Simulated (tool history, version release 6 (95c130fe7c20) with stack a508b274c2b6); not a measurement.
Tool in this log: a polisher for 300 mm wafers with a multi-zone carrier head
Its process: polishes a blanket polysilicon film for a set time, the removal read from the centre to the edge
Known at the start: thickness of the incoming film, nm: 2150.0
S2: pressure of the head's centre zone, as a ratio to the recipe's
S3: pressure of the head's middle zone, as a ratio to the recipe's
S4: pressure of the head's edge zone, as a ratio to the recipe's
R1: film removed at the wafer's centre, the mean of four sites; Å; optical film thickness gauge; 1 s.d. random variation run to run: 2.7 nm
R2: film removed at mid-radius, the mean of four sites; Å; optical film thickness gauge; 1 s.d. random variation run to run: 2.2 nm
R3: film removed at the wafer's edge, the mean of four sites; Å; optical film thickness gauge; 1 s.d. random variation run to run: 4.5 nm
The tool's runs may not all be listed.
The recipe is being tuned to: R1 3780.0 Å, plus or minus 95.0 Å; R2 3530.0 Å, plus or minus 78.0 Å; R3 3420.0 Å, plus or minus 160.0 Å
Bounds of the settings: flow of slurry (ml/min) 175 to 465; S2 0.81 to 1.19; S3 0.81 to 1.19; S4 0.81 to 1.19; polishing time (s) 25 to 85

Run 1, hour 0.0: flow of slurry (ml/min) 295, S2 1.00, S3 1.00, S4 1.00, polishing time (s) 55. Result: R1 2493.8 Å, R2 2477.5 Å, R3 2712.5 Å.
Run 2, hour 4.1: flow of slurry (ml/min) 295, S2 1.00, S3 1.00, S4 0.93, polishing time (s) 55. Result: R1 2504.4 Å, R2 2471.4 Å, R3 2613.2 Å.
Run 3, hour 9.8: flow of slurry (ml/min) 305, S2 1.02, S3 1.02, S4 0.95, polishing time (s) 56. Result: R1 2605.0 Å, R2 2597.4 Å, R3 2728.0 Å.
Run 4, hour 11.7: flow of slurry (ml/min) 330, S2 1.02, S3 1.02, S4 0.95, polishing time (s) 56. Result: R1 2617.6 Å, R2 2577.7 Å, R3 2727.4 Å.
Run 5, hour 19.4: flow of slurry (ml/min) 330, S2 1.02, S3 1.06, S4 0.95, polishing time (s) 56. Result: R1 2626.7 Å, R2 2693.8 Å, R3 2732.1 Å.
Run 6, hour 25.8: flow of slurry (ml/min) 330, S2 1.02, S3 1.09, S4 0.95, polishing time (s) 56. Result: R1 2624.3 Å, R2 2720.8 Å, R3 2788.3 Å.
Run 7, hour 30.7: flow of slurry (ml/min) 335, S2 1.04, S3 1.10, S4 0.95, polishing time (s) 57. Result: R1 2694.5 Å, R2 2792.3 Å, R3 2722.1 Å.
Run 8, hour 34.1: flow of slurry (ml/min) 345, S2 1.05, S3 1.10, S4 0.96, polishing time (s) 59. Result: R1 2812.5 Å, R2 2949.6 Å, R3 2886.1 Å.
Run 9, hour 35.9: flow of slurry (ml/min) 350, S2 1.07, S3 1.09, S4 0.96, polishing time (s) 60. Result: R1 2972.9 Å, R2 2975.7 Å, R3 2899.5 Å.
Run 10, hour 36.7: flow of slurry (ml/min) 395, S2 1.17, S3 1.19, S4 1.06, polishing time (s) 66. Result: R1 3591.6 Å, R2 3577.4 Å, R3 3450.6 Å.
Run 11, hour 38.2: flow of slurry (ml/min) 395, S2 1.17, S3 1.18, S4 1.05, polishing time (s) 66. Result: R1 3596.9 Å, R2 3540.4 Å, R3 3466.9 Å.
Run 12, hour 40.7: flow of slurry (ml/min) 400, S2 1.17, S3 1.18, S4 1.04, polishing time (s) 66. Result: R1 3563.5 Å, R2 3547.5 Å, R3 3427.7 Å.
Run 13, hour 47.5: flow of slurry (ml/min) 395, S2 1.17, S3 1.17, S4 1.03, polishing time (s) 66. Result: R1 3593.1 Å, R2 3447.6 Å, R3 3403.7 Å.
Run 14, hour 49.2: flow of slurry (ml/min) 395, S2 1.17, S3 1.17, S4 1.02, polishing time (s) 66. Result: R1 3608.7 Å, R2 3519.7 Å, R3 3353.6 Å.
Run 15, hour 52.1: flow of slurry (ml/min) 405, S2 1.18, S3 1.16, S4 1.02, polishing time (s) 67. Result: R1 3678.7 Å, R2 3532.1 Å, R3 3413.5 Å.

Next run, 4 choices. One meets every target within its allowed miss, the rest don't. Which?
Run A, hour 55.0: flow of slurry (ml/min) 395, S2 1.16, S3 1.09, S4 1.12, polishing time (s) 70. Result: R1 ?, R2 ?, R3 ?.
Run B, hour 55.0: flow of slurry (ml/min) 365, S2 1.16, S3 1.16, S4 0.98, polishing time (s) 66. Result: R1 ?, R2 ?, R3 ?.
Run C, hour 55.0: flow of slurry (ml/min) 380, S2 1.14, S3 1.14, S4 1.06, polishing time (s) 68. Result: R1 ?, R2 ?, R3 ?.
Run D, hour 55.0: flow of slurry (ml/min) 400, S2 1.19, S3 1.15, S4 1.01, polishing time (s) 68. Result: R1 ?, R2 ?, R3 ?.

move      R1      R2      R3
   A  3737.7  3498.5  3821.3
   B  3501.1  3458.5  3343.6
   C  3559.0  3521.8  3595.4
   D  3728.1  3562.1  3517.9
A: meets the target for the result that was furthest off, but another lies outside its allowed miss
B: the biggest miss grows against the last run
C: the biggest miss grows against the last run
D: hits every target within its allowed miss
Go with D: it meets all targets.

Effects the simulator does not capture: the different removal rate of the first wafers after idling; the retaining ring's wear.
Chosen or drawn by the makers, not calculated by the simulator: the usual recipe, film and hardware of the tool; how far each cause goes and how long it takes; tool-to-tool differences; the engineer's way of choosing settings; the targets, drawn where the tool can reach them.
